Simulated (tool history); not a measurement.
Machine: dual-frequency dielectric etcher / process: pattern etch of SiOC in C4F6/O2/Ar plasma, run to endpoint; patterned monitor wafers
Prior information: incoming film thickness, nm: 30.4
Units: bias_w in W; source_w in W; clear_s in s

run,hour,bias_w,source_w,clear_s
1,0,429,420,8.5628
2,8.3,429,360,9.122
3,13.1,451,360,8.9127
4,18.9,402,360,9.316
5,25.8,427,360,9.063
6,30.6,355,360,9.7362

The next listed run, before its measurement:
7,35.2,385,360,?

clear_s: 9.4717 s

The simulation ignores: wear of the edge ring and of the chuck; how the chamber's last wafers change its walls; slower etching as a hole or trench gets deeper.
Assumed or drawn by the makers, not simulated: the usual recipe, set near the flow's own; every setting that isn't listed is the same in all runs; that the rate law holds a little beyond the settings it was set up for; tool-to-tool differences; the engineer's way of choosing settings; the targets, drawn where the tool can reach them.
